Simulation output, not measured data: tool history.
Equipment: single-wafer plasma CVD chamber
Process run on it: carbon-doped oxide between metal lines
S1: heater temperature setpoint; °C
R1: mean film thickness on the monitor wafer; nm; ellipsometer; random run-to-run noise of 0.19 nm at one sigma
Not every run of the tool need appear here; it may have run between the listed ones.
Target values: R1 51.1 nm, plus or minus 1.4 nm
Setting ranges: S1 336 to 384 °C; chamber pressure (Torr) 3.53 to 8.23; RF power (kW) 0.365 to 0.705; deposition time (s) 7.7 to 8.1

Run 1, hour 0: S1 360 °C, chamber pressure (Torr) 5.88, RF power (kW) 0.535, deposition time (s) 8.1. Result: R1 44.362 nm.
Run 2, hour 3.1: S1 360 °C, chamber pressure (Torr) 5.88, RF power (kW) 0.61, deposition time (s) 8.1. Result: R1 48.119 nm.
Run 3, hour 4.4: S1 360 °C, chamber pressure (Torr) 5.88, RF power (kW) 0.61, deposition time (s) 7.7. Result: R1 45.876 nm.
Run 4, hour 7.5: S1 360 °C, chamber pressure (Torr) 5.92, RF power (kW) 0.62, deposition time (s) 7.7. Result: R1 46.571 nm.
Run 5, hour 13.3: S1 360 °C, chamber pressure (Torr) 5.96, RF power (kW) 0.625, deposition time (s) 7.7. Result: R1 46.391 nm.
Run 6, hour 16.6: S1 360 °C, chamber pressure (Torr) 6.34, RF power (kW) 0.625, deposition time (s) 7.7. Result: R1 47.043 nm.
Run 7, hour 17.7: S1 360 °C, chamber pressure (Torr) 6.38, RF power (kW) 0.63, deposition time (s) 7.7. Result: R1 46.895 nm.
Run 8, hour 20.8: S1 360 °C, chamber pressure (Torr) 6.38, RF power (kW) 0.63, deposition time (s) 7.7. Result: R1 47.663 nm.
Run 9, hour 28.6: S1 360 °C, chamber pressure (Torr) 6.46, RF power (kW) 0.635, deposition time (s) 7.7. Result: R1 47.744 nm.
Run 10, hour 34: S1 360 °C, chamber pressure (Torr) 6.51, RF power (kW) 0.64, deposition time (s) 7.7. Result: R1 47.901 nm.
Run 11, hour 40.3: S1 360 °C, chamber pressure (Torr) 6.54, RF power (kW) 0.645, deposition time (s) 7.7. Result: R1 48.186 nm.
Run 12, hour 44.5: S1 360 °C, chamber pressure (Torr) 6.57, RF power (kW) 0.65, deposition time (s) 7.7. Result: R1 48.454 nm.
Run 13, hour 49.4: S1 360 °C, chamber pressure (Torr) 6.6, RF power (kW) 0.655, deposition time (s) 7.7. Result: R1 48.638 nm.
Run 14, hour 52.9: S1 360 °C, chamber pressure (Torr) 6.62, RF power (kW) 0.66, deposition time (s) 7.7. Result: R1 48.763 nm.

Consider the 4 candidate settings below. Which is the only one whose results all fall within their allowed miss of target?
Run A, hour 56.4: S1 362 °C, chamber pressure (Torr) 6.41, RF power (kW) 0.65, deposition time (s) 7.7. Result: R1 ?.
Run B, hour 56.4: S1 336 °C, chamber pressure (Torr) 6.72, RF power (kW) 0.625, deposition time (s) 8.1. Result: R1 ?.
Run C, hour 56.4: S1 367 °C, chamber pressure (Torr) 6.63, RF power (kW) 0.665, deposition time (s) 8.1. Result: R1 ?.
Run D, hour 56.4: S1 369 °C, chamber pressure (Torr) 6.21, RF power (kW) 0.67, deposition time (s) 7.8. Result: R1 ?.

move      R1
   A  47.966
   B  53.834
   C  50.578
   D  48.403
A: its largest miss is bigger than the last run's
B: takes the result that was furthest off past its target
C: in spec on every target
D: its largest miss is bigger than the last run's
Move C is the one to make.
